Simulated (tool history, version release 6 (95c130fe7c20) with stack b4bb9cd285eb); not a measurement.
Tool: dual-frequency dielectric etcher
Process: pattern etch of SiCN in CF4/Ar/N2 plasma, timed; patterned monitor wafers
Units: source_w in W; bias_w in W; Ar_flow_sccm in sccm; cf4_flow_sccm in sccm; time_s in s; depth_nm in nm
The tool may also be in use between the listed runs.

{"run": 1, "day": 0.0, "source_w": 360, "bias_w": 70, "Ar_flow_sccm": 101, "cf4_flow_sccm": 62, "time_s": 88, "depth_nm": 60.141}
{"run": 2, "day": 0.125, "source_w": 390, "bias_w": 70, "Ar_flow_sccm": 101, "cf4_flow_sccm": 62, "time_s": 88, "depth_nm": 63.507}
{"run": 3, "day": 0.4, "source_w": 390, "bias_w": 63, "Ar_flow_sccm": 101, "cf4_flow_sccm": 62, "time_s": 88, "depth_nm": 62.097}
{"run": 4, "day": 0.525, "source_w": 410, "bias_w": 63, "Ar_flow_sccm": 101, "cf4_flow_sccm": 62, "time_s": 88, "depth_nm": 64.403}
{"run": 5, "day": 0.608, "source_w": 430, "bias_w": 63, "Ar_flow_sccm": 101, "cf4_flow_sccm": 62, "time_s": 88, "depth_nm": 67.075}
{"run": 6, "day": 0.717, "source_w": 440, "bias_w": 63, "Ar_flow_sccm": 101, "cf4_flow_sccm": 62, "time_s": 88, "depth_nm": 67.731}

The next listed run, before its measurement:
{"run": 7, "day": 0.858, "source_w": 440, "bias_w": 63, "Ar_flow_sccm": 101, "cf4_flow_sccm": 62, "time_s": 88, "depth_nm": "?"}

Run 7 gave depth_nm 67.828 nm.
